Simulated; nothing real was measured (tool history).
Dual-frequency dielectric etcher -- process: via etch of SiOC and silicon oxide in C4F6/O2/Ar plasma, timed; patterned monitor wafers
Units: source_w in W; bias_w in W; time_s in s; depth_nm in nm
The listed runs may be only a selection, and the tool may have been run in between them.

run	day	source_w	bias_w	time_s	depth_nm
1	0.000	340	130	86.5	80.014
2	0.288	310	121	86.5	75.970
3	0.408	310	140	86.5	79.485
4	0.471	310	132	86.5	78.673
5	0.596	310	132	86.5	78.518
6	0.742	310	132	86.5	78.441
7	0.804	280	119	86.5	72.942
8	0.904	260	113	86.5	70.185

Run 9 comes next. What will it give?
9	1.004	250	109	86.5	?

Run 9 came out at depth_nm 68.862 nm.
